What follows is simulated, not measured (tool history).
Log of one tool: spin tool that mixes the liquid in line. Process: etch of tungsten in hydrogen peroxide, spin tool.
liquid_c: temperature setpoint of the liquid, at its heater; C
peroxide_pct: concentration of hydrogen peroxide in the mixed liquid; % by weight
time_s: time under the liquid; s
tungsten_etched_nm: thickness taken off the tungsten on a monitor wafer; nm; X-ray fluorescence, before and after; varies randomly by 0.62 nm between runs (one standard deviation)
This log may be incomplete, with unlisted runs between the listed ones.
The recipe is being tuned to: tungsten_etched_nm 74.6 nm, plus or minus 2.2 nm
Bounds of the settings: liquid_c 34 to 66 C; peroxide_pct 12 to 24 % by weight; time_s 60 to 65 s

run 1 day=0 | liquid_c=50 peroxide_pct=16 time_s=60 | tungsten_etched_nm=43.606
run 2 day=0.225 | liquid_c=54 peroxide_pct=16 time_s=60 | tungsten_etched_nm=55.428
run 3 day=0.421 | liquid_c=54 peroxide_pct=16 time_s=60 | tungsten_etched_nm=56.159
run 4 day=0.608 | liquid_c=57 peroxide_pct=16 time_s=60 | tungsten_etched_nm=65.27
run 5 day=0.825 | liquid_c=57 peroxide_pct=16 time_s=60 | tungsten_etched_nm=66.617
run 6 day=0.971 | liquid_c=57 peroxide_pct=13 time_s=60 | tungsten_etched_nm=59.908
run 7 day=1.262 | liquid_c=57.5 peroxide_pct=13 time_s=60 | tungsten_etched_nm=61.121
run 8 day=1.525 | liquid_c=58 peroxide_pct=13 time_s=60 | tungsten_etched_nm=63.37

Below are 4 possible settings for the next run. Only one of them brings all results inside the allowed miss of their targets. Which is it?
run A day=1.788 | liquid_c=59 peroxide_pct=13.5 time_s=65 | tungsten_etched_nm=?
run B day=1.788 | liquid_c=55.5 peroxide_pct=13.5 time_s=60 | tungsten_etched_nm=?
run C day=1.788 | liquid_c=54.5 peroxide_pct=12.5 time_s=65 | tungsten_etched_nm=?
run D day=1.788 | liquid_c=53 peroxide_pct=16 time_s=60 | tungsten_etched_nm=?

move=A tungsten_etched_nm=75.194
move=B tungsten_etched_nm=56.565
move=C tungsten_etched_nm=55.572
move=D tungsten_etched_nm=53.063
A: in spec on every target
B: the biggest miss grows against the last run
C: the biggest miss grows against the last run
D: the biggest miss grows against the last run
Move A is the one to make.
